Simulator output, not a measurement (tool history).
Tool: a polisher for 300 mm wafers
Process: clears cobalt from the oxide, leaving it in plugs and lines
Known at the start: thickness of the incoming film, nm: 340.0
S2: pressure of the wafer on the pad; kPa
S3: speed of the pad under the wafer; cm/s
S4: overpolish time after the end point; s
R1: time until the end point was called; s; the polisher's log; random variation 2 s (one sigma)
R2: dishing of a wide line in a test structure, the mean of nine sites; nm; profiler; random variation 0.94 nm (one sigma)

run 1 day=0.000 | flow_of_slurry_(ml/min)=195 S2=14.5 S3=128 S4=19 | R1=48.899 R2=68.194
run 2 day=0.079 | flow_of_slurry_(ml/min)=195 S2=14.5 S3=118 S4=19 | R1=54.961 R2=66.345
run 3 day=0.146 | flow_of_slurry_(ml/min)=195 S2=14.5 S3=118 S4=22 | R1=55.347 R2=69.884
run 4 day=0.379 | flow_of_slurry_(ml/min)=195 S2=14.5 S3=118 S4=28 | R1=54.479 R2=73.854
run 5 day=0.750 | flow_of_slurry_(ml/min)=195 S2=13.1 S3=114 S4=29 | R1=59.539 R2=73.114
run 6 day=1.038 | flow_of_slurry_(ml/min)=195 S2=11.7 S3=108 S4=29 | R1=73.733 R2=69.024
run 7 day=1.333 | flow_of_slurry_(ml/min)=195 S2=11.0 S3=108 S4=29 | R1=73.951 R2=67.153
run 8 day=1.454 | flow_of_slurry_(ml/min)=195 S2=10.3 S3=106 S4=30 | R1=84.550 R2=66.102
run 9 day=1.592 | flow_of_slurry_(ml/min)=195 S2=9.7 S3=106 S4=30 | R1=87.269 R2=66.694

Run 10 comes next. What will it give?
run 10 day=1.688 | flow_of_slurry_(ml/min)=195 S2=9.7 S3=106 S4=29 | R1=? R2=?

R1: 87.135 s
R2: 62.553 nm

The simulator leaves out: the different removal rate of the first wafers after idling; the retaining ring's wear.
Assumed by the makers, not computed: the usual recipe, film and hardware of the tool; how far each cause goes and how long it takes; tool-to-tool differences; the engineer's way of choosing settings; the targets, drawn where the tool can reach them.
